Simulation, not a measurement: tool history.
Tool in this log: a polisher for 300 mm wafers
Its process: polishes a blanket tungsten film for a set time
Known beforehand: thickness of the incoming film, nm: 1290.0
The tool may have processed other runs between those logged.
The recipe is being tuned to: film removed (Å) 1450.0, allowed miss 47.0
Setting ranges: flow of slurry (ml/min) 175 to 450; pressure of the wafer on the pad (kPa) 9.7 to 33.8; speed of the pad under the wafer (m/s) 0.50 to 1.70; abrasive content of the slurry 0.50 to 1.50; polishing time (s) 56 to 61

run	hour	flow of slurry (ml/min)	pressure of the wafer on the pad (kPa)	speed of the pad under the wafer (m/s)	abrasive content of the slurry	polishing time (s)	film removed (Å)
1	0.0	290	21.4	1.10	1.00	61	2643.7
2	4.8	290	17.9	1.08	1.00	61	2257.2
3	10.3	290	17.9	1.30	1.00	61	2565.5
4	18.6	290	17.9	1.30	1.00	61	2526.5
5	27.3	290	15.2	1.22	1.00	61	2112.5
6	27.9	290	12.4	1.22	1.00	61	1738.6
7	31.0	290	11.7	1.22	1.00	61	1641.1
8	32.7	290	11.0	1.22	1.00	61	1536.1

Exactly one of the 4 candidate moves below puts every result within its allowed miss. Which one?
A	34.4	320	11.0	1.24	0.75	60	?
B	34.4	280	11.0	1.34	1.05	57	?
C	34.4	280	10.3	1.16	0.85	60	?
D	34.4	265	9.7	1.44	1.15	61	?

move	film removed (Å)
A	1464.6
B	1555.8
C	1325.7
D	1576.2
A: each result inside its tolerance
B: lands further from the targets than the last run did
C: carries the result that was furthest off beyond its target, to the other side
D: lands further from the targets than the last run did
A meets every target.
